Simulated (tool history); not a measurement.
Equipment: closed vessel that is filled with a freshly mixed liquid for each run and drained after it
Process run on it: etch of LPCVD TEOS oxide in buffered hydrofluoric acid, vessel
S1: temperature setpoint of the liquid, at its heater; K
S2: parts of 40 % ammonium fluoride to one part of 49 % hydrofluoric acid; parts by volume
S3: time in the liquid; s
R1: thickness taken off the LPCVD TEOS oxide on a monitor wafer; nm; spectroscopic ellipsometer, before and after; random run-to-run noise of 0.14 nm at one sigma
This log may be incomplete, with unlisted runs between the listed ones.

{"run": 1, "day": 0.0, "S1": 294.15, "S2": 9.5, "S3": 35, "R1": 53.4}
{"run": 2, "day": 0.317, "S1": 297.65, "S2": 9.5, "S3": 35, "R1": 64.047}
{"run": 3, "day": 0.567, "S1": 296.15, "S2": 10, "S3": 35, "R1": 56.794}
{"run": 4, "day": 0.6, "S1": 296.15, "S2": 10, "S3": 30, "R1": 48.856}
{"run": 5, "day": 0.758, "S1": 295.15, "S2": 10, "S3": 30, "R1": 46.596}
{"run": 6, "day": 1.121, "S1": 294.15, "S2": 10, "S3": 30, "R1": 44.052}
{"run": 7, "day": 1.492, "S1": 293.15, "S2": 10, "S3": 30, "R1": 41.708}
{"run": 8, "day": 1.821, "S1": 292.65, "S2": 10, "S3": 30, "R1": 40.679}

The next listed run, before its measurement:
{"run": 9, "day": 2.162, "S1": 292.15, "S2": 10, "S3": 30, "R1": "?"}

Run 9 produced R1 39.397 nm.
